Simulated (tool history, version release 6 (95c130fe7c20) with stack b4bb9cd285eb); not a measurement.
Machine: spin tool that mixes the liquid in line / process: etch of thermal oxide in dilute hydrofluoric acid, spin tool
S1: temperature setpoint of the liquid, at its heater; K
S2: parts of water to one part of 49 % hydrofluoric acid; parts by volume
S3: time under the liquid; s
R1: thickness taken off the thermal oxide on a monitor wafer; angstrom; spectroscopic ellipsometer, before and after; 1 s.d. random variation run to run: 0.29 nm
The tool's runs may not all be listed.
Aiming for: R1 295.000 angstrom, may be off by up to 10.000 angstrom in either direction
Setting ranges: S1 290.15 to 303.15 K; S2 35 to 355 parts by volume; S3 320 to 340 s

{"run": 1, "hour": 0.0, "S1": 295.15, "S2": 195, "S3": 320, "R1": 65.744}
{"run": 2, "hour": 7.5, "S1": 295.15, "S2": 195, "S3": 340, "R1": 69.693}
{"run": 3, "hour": 13.9, "S1": 297.15, "S2": 155, "S3": 340, "R1": 100.94}
{"run": 4, "hour": 22.7, "S1": 294.15, "S2": 155, "S3": 340, "R1": 86.741}
{"run": 5, "hour": 31.6, "S1": 297.65, "S2": 155, "S3": 340, "R1": 100.84}
{"run": 6, "hour": 38.6, "S1": 297.65, "S2": 225, "S3": 340, "R1": 63.818}
{"run": 7, "hour": 40.5, "S1": 299.15, "S2": 180, "S3": 340, "R1": 89.293}
{"run": 8, "hour": 49.0, "S1": 300.15, "S2": 145, "S3": 340, "R1": 118.88}
{"run": 9, "hour": 55.5, "S1": 300.65, "S2": 120, "S3": 340, "R1": 152.71}
{"run": 10, "hour": 63.4, "S1": 301.15, "S2": 100, "S3": 340, "R1": 190.2}
{"run": 11, "hour": 66.9, "S1": 301.65, "S2": 90, "S3": 340, "R1": 219.63}
{"run": 12, "hour": 67.5, "S1": 302.15, "S2": 85, "S3": 340, "R1": 241.93}
{"run": 13, "hour": 71.6, "S1": 302.15, "S2": 80, "S3": 340, "R1": 257.57}
{"run": 14, "hour": 74.2, "S1": 302.65, "S2": 75, "S3": 340, "R1": 284.06}

Which one of the following 5 next-run settings gets every result inside its allowed miss? There is exactly one.
{"run": "A", "hour": 76.8, "S1": 303.15, "S2": 80, "S3": 340, "R1": "?"}
{"run": "B", "hour": 76.8, "S1": 300.15, "S2": 70, "S3": 340, "R1": "?"}
{"run": "C", "hour": 76.8, "S1": 302.15, "S2": 70, "S3": 340, "R1": "?"}
{"run": "D", "hour": 76.8, "S1": 302.65, "S2": 75, "S3": 330, "R1": "?"}
{"run": "E", "hour": 76.8, "S1": 302.15, "S2": 75, "S3": 330, "R1": "?"}

move=A R1=268.660
move=B R1=277.190
move=C R1=299.780
move=D R1=274.860
move=E R1=269.610
A: misses by more than the last run did
B: misses by more than the last run did
C: in spec on every target
D: misses by more than the last run did
E: misses by more than the last run did
Correct choice: C, which meets every target
